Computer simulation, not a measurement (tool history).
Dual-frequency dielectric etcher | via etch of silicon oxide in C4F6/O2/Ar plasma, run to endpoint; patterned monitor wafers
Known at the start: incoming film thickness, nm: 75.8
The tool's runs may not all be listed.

Run 1, hour 0.0: bias power (W) 519, source power (W) 410, Ar flow (sccm) 210. Result: endpoint time (s) 15.236.
Run 2, hour 1.3: bias power (W) 519, source power (W) 340, Ar flow (sccm) 210. Result: endpoint time (s) 16.716.
Run 3, hour 9.0: bias power (W) 500, source power (W) 340, Ar flow (sccm) 210. Result: endpoint time (s) 16.959.
Run 4, hour 13.4: bias power (W) 483, source power (W) 340, Ar flow (sccm) 210. Result: endpoint time (s) 17.239.
Run 5, hour 20.8: bias power (W) 483, source power (W) 340, Ar flow (sccm) 177. Result: endpoint time (s) 17.139.
Run 6, hour 28.8: bias power (W) 483, source power (W) 340, Ar flow (sccm) 196. Result: endpoint time (s) 17.182.
Run 7, hour 36.7: bias power (W) 468, source power (W) 340, Ar flow (sccm) 196. Result: endpoint time (s) 17.065.
Run 8, hour 42.2: bias power (W) 460, source power (W) 330, Ar flow (sccm) 196. Result: endpoint time (s) 17.497.
Run 9, hour 48.9: bias power (W) 448, source power (W) 320, Ar flow (sccm) 196. Result: endpoint time (s) 18.039.
Run 10, hour 54.4: bias power (W) 438, source power (W) 320, Ar flow (sccm) 196. Result: endpoint time (s) 18.082.

Forecast run 11:
Run 11, hour 56.3: bias power (W) 428, source power (W) 320, Ar flow (sccm) 196. Result: endpoint time (s) ?.

Run 11 gave endpoint time (s) 18.301.

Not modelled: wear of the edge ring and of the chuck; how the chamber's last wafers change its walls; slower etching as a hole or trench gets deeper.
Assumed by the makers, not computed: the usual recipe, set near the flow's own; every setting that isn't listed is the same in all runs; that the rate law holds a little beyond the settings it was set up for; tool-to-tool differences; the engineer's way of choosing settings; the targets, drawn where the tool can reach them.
